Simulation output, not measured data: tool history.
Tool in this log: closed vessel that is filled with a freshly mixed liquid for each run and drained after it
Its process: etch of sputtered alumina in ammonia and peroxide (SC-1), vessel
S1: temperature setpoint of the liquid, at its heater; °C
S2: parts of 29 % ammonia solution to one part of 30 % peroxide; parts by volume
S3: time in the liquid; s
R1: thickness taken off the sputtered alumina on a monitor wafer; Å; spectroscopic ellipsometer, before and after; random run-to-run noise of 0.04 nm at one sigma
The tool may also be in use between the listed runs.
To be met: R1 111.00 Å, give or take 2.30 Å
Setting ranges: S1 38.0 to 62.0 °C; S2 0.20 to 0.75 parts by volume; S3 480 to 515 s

| run | hour | S1 | S2 | S3 | R1 |
|---|---|---|---|---|---|
| 1 | 0.0 | 46.0 | 0.45 | 480 | 144.61 |
| 2 | 8.5 | 45.5 | 0.45 | 480 | 139.87 |
| 3 | 13.7 | 45.5 | 0.45 | 515 | 150.69 |
| 4 | 20.0 | 44.5 | 0.45 | 515 | 143.09 |
| 5 | 28.4 | 44.5 | 0.45 | 515 | 141.97 |
|  | 29.9 | new drum of ammonia solution connected |
| 6 | 29.9 | 49.5 | 0.45 | 515 | 189.54 |
| 7 | 36.0 | 41.5 | 0.45 | 515 | 120.43 |
| 8 | 42.2 | 40.5 | 0.45 | 515 | 113.74 |

Exactly one of the 5 candidate moves below puts every result within its allowed miss. Which one?
| A | 48.4 | 38.5 | 0.65 | 515 | ? |
| B | 48.4 | 39.0 | 0.55 | 515 | ? |
| C | 48.4 | 41.0 | 0.50 | 515 | ? |
| D | 48.4 | 41.0 | 0.45 | 515 | ? |
| E | 48.4 | 41.5 | 0.40 | 480 | ? |

| move | R1 |
|---|---|
| A | 105.12 |
| B | 106.58 |
| C | 118.85 |
| D | 117.66 |
| E | 111.65 |
A: pushes the last run's worst result past its target
B: pushes the last run's worst result past its target
C: the biggest miss grows against the last run
D: the biggest miss grows against the last run
E: in spec on every target
Answer: E
